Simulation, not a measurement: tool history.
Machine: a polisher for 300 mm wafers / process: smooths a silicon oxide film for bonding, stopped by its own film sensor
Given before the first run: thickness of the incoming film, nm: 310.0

| run | hour | flow of slurry (ml/min) | pressure of the wafer on the pad (psi) | speed of the pad under the wafer (m/s) | abrasive content of the slurry | target thickness at which the film sensor stops the polish (nm) | time until the film sensor stopped the polish (s) |
|---|---|---|---|---|---|---|---|
| 1 | 0.0 | 150 | 1.4 | 0.74 | 1.0 | 286 | 70.829 |
| 2 | 3.5 | 150 | 1.4 | 0.86 | 1.0 | 286 | 63.525 |
| 3 | 9.0 | 145 | 1.3 | 0.86 | 1.0 | 286 | 69.541 |
| 4 | 14.3 | 140 | 1.2 | 0.86 | 1.0 | 286 | 74.948 |
| 5 | 16.3 | 135 | 1.1 | 0.86 | 1.0 | 286 | 81.275 |
| 6 | 20.9 | 130 | 1.1 | 0.86 | 1.0 | 286 | 82.387 |
| 7 | 23.6 | 125 | 1.1 | 0.86 | 1.0 | 286 | 82.977 |

The next listed run, before its measurement:
| 8 | 25.5 | 120 | 1.1 | 0.86 | 1.0 | 286 | ? |

{"run 8": {"time until the film sensor stopped the polish (s)": 83.516}}
